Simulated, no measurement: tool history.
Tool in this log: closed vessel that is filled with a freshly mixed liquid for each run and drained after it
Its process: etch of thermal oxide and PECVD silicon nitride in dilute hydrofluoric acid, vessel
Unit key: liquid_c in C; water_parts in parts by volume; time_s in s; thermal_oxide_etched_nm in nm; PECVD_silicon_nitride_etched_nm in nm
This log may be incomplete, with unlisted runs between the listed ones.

run    day  liquid_c  water_parts  time_s  thermal_oxide_etched_nm  PECVD_silicon_nitride_etched_nm
  1      0        22          200     525                   8.9319                            8.994
  2  0.079        22          245     525                   6.9489                           7.3452
  3  0.142        21          245     505                   6.4904                           6.7206
  4  0.196        21          205     505                   7.9862                           7.9568
  5  0.312        20          210     485                   7.1035                           6.9132
  6  0.658        20          180     485                   8.6685                           8.0452
  7  0.925      19.5          190     465                   7.5301                           7.0872
  8  0.979        19          195     450                   7.0394                           6.5116
  9  1.092      18.5          200     435                   6.4286                           5.9347
 10  1.317      18.5          200     435                   6.4881                           5.9452

Run 11 has not been measured yet. What should we expect?
 11  1.4        18          205     425                        ?                                ?

{"run 11": {"thermal_oxide_etched_nm": 5.9397, "PECVD_silicon_nitride_etched_nm": 5.4581}}
